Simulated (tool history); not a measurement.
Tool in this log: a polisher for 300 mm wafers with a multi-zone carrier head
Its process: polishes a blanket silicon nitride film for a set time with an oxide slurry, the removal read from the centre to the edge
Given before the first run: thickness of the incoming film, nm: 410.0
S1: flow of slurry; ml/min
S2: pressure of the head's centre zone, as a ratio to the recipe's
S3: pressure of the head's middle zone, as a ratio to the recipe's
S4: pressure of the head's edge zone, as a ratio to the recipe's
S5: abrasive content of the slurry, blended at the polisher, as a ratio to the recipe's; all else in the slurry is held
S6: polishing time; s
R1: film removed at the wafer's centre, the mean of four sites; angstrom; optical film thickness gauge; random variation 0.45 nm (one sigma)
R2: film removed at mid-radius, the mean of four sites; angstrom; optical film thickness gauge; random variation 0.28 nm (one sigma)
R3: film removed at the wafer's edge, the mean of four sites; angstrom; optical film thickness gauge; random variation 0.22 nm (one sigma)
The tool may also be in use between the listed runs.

run  hour   S1    S2    S3    S4   S5  S6      R1      R2      R3
  1   0.0  265  1.00  1.00  1.00  1.0  46  426.18  409.52  411.68
  2   2.6  265  1.00  1.00  1.00  0.9  46  395.29  393.78  396.82
  3   6.3  255  0.99  1.00  0.97  0.9  46  385.60  388.02  396.58
  4  14.5  255  0.99  1.00  0.97  0.9  40  334.77  343.32  338.42
  5  20.4  270  0.99  1.02  0.98  0.9  40  344.17  350.50  343.91
  6  27.2  280  0.98  1.04  0.98  0.9  40  343.70  354.11  347.18
  7  30.5  285  0.98  1.06  0.98  0.9  40  340.04  360.98  346.81
  8  38.0  285  0.98  1.06  0.98  0.9  40  345.44  363.05  347.71
     46.8  -- worn pad replaced by a new one
  9  46.8  335  0.98  1.11  1.00  0.9  40  393.78  436.34  405.35
 10  54.9  320  0.98  1.11  1.00  0.9  40  396.67  435.82  403.97
 11  61.2  300  0.98  1.11  1.00  0.9  40  384.59  434.27  398.84

Predict the results of run 12:
 12  66.6  285  0.98  1.10  0.99  0.9  40   ?   ?   ?

Run 12 produced R1 393.04 angstrom, R2 422.65 angstrom, R3 398.80 angstrom.

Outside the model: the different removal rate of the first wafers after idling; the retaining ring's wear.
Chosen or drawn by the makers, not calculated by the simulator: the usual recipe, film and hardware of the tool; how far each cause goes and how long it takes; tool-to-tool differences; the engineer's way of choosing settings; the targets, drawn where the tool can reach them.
